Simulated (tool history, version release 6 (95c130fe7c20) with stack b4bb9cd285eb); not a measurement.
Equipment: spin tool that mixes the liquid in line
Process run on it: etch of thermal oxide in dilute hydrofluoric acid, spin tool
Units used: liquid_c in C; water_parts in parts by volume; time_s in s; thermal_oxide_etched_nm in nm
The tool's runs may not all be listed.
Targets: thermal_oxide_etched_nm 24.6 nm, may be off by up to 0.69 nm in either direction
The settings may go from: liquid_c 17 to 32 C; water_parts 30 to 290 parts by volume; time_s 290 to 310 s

{"run": 1, "hour": 0.0, "liquid_c": 24, "water_parts": 160, "time_s": 290, "thermal_oxide_etched_nm": 7.3698}
{"run": 2, "hour": 2.4, "liquid_c": 24.5, "water_parts": 145, "time_s": 290, "thermal_oxide_etched_nm": 8.6518}
{"run": 3, "hour": 4.6, "liquid_c": 24.5, "water_parts": 105, "time_s": 290, "thermal_oxide_etched_nm": 12.287}
{"run": 4, "hour": 6.9, "liquid_c": 24.5, "water_parts": 105, "time_s": 290, "thermal_oxide_etched_nm": 12.269}
{"run": 5, "hour": 14.2, "liquid_c": 24.5, "water_parts": 60, "time_s": 290, "thermal_oxide_etched_nm": 22.747}
{"run": 6, "hour": 21.9, "liquid_c": 24.5, "water_parts": 80, "time_s": 290, "thermal_oxide_etched_nm": 16.748}
{"hour": 22.5, "done": "thermometer replaced"}
{"run": 7, "hour": 22.5, "liquid_c": 25, "water_parts": 80, "time_s": 290, "thermal_oxide_etched_nm": 18.576}
{"run": 8, "hour": 28.8, "liquid_c": 29, "water_parts": 80, "time_s": 290, "thermal_oxide_etched_nm": 21.545}
{"run": 9, "hour": 35.2, "liquid_c": 29.5, "water_parts": 80, "time_s": 290, "thermal_oxide_etched_nm": 22.222}
{"run": 10, "hour": 40.0, "liquid_c": 30.5, "water_parts": 80, "time_s": 290, "thermal_oxide_etched_nm": 23.197}
{"run": 11, "hour": 43.6, "liquid_c": 31, "water_parts": 80, "time_s": 290, "thermal_oxide_etched_nm": 23.337}
{"run": 12, "hour": 47.4, "liquid_c": 31.5, "water_parts": 80, "time_s": 290, "thermal_oxide_etched_nm": 24.202}
{"run": 13, "hour": 51.9, "liquid_c": 31.5, "water_parts": 80, "time_s": 290, "thermal_oxide_etched_nm": 23.722}

Exercise: of the 4 proposed moves below, exactly one satisfies all targets within the stated allowed misses. Which move is it?
{"run": "A", "hour": 56.4, "liquid_c": 32, "water_parts": 90, "time_s": 295, "thermal_oxide_etched_nm": "?"}
{"run": "B", "hour": 56.4, "liquid_c": 32, "water_parts": 90, "time_s": 310, "thermal_oxide_etched_nm": "?"}
{"run": "C", "hour": 56.4, "liquid_c": 30, "water_parts": 75, "time_s": 295, "thermal_oxide_etched_nm": "?"}
{"run": "D", "hour": 56.4, "liquid_c": 31.5, "water_parts": 85, "time_s": 295, "thermal_oxide_etched_nm": "?"}

move=A thermal_oxide_etched_nm=21.361
move=B thermal_oxide_etched_nm=22.447
move=C thermal_oxide_etched_nm=24.306
move=D thermal_oxide_etched_nm=22.367
A: its largest miss is bigger than the last run's
B: its largest miss is bigger than the last run's
C: every result within its allowed miss
D: its largest miss is bigger than the last run's
C is the move that brings every result within its allowed miss.
